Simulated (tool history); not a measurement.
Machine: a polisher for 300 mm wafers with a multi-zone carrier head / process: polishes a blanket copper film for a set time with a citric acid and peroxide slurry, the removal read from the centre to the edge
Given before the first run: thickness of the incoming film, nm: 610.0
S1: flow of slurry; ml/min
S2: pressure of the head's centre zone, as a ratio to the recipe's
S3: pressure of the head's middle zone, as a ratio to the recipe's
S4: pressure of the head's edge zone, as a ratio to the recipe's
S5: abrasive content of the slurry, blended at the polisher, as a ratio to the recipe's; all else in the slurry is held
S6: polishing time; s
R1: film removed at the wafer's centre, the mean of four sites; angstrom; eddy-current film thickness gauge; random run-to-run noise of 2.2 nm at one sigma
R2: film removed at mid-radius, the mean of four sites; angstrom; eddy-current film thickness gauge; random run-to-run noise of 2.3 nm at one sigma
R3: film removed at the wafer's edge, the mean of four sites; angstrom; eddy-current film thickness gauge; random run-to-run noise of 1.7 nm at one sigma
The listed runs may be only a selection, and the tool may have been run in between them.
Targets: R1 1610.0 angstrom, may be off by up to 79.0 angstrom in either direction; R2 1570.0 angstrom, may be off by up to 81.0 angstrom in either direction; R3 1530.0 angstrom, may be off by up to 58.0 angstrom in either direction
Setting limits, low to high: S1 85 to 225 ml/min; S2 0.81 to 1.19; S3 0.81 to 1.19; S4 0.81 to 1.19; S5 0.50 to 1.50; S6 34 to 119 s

run	hour	S1	S2	S3	S4	S5	S6	R1	R2	R3
1	0.0	145	1.00	1.00	1.00	1.00	76	2069.1	2204.9	2167.2
2	6.9	140	1.01	0.98	0.96	0.85	72	1857.0	2010.9	1909.6
3	8.2	135	1.03	0.93	0.93	0.75	70	1755.3	1780.5	1815.5
4	16.5	160	1.03	0.93	0.93	0.75	70	1784.8	1795.9	1842.6
5	18.6	155	1.05	0.93	0.90	0.65	68	1763.4	1696.7	1726.3
6	26.7	155	1.05	0.93	0.90	0.65	84	2164.3	2089.5	2146.4
# hour 34.8: centre zone pressure recalibrated
7	34.8	150	1.05	0.93	0.88	0.60	78	2110.9	1895.0	1918.8
8	40.9	150	1.01	0.93	0.88	0.55	73	1890.5	1789.5	1800.5
9	44.5	145	0.99	0.93	0.87	0.55	69	1748.0	1645.5	1678.2
10	50.2	140	0.97	0.94	0.86	0.55	67	1647.1	1613.2	1613.8
11	55.4	140	0.97	0.94	0.86	0.55	67	1654.4	1636.0	1626.7

Exactly one of the 4 candidate moves below puts every result within its allowed miss. Which one?
A	60.6	125	1.12	1.10	0.81	0.50	66	?	?	?
B	60.6	125	0.92	0.83	0.92	0.50	75	?	?	?
C	60.6	125	1.00	0.96	0.88	0.50	66	?	?	?
D	60.6	160	1.01	0.81	0.86	0.50	70	?	?	?

move	R1	R2	R3
A	1770.8	1731.2	1519.2
B	1683.4	1555.1	1806.5
C	1597.3	1543.3	1563.5
D	1809.2	1497.1	1710.4
A: meets the target for the result that was furthest off, but another lies outside its allowed miss
B: lands further from the targets than the last run did
C: each result inside its tolerance
D: lands further from the targets than the last run did
C meets every target.
